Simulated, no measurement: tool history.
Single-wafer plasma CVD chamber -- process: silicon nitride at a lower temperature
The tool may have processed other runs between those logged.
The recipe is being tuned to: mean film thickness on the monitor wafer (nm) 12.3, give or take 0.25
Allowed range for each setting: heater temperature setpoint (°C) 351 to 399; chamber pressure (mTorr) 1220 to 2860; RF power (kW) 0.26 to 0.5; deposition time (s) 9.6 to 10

run,hour,heater temperature setpoint (°C),chamber pressure (mTorr),RF power (kW),deposition time (s),mean film thickness on the monitor wafer (nm)
1,0,375,2040,0.38,10,15.123
2,6.8,375,2040,0.355,10,14.528
3,12.5,375,2040,0.315,10,13.231
4,13.6,375,1970,0.315,10,13.007
5,19.6,375,1920,0.315,10,12.916
# hour 27: capacitance manometer re-zeroed and calibrated
6,27,385,1920,0.315,10,12.689
7,28.6,385,1890,0.315,10,12.384
8,30.1,385,1890,0.315,10,12.586

Which single option among these 5 for the next run brings every result within its allowed miss of target? Just one does.
A,31.6,386,1750,0.335,10,?
B,31.6,392,1820,0.3,10,?
C,31.6,390,1990,0.33,9.7,?
D,31.6,389,1940,0.32,10,?
E,31.6,380,2170,0.3,9.8,?

move,mean film thickness on the monitor wafer (nm)
A,12.96
B,11.881
C,12.881
D,12.843
E,12.309
A: the biggest miss grows against the last run
B: carries the result that was furthest off beyond its target, to the other side
C: the biggest miss grows against the last run
D: the biggest miss grows against the last run
E: every result within its allowed miss
E meets every target.

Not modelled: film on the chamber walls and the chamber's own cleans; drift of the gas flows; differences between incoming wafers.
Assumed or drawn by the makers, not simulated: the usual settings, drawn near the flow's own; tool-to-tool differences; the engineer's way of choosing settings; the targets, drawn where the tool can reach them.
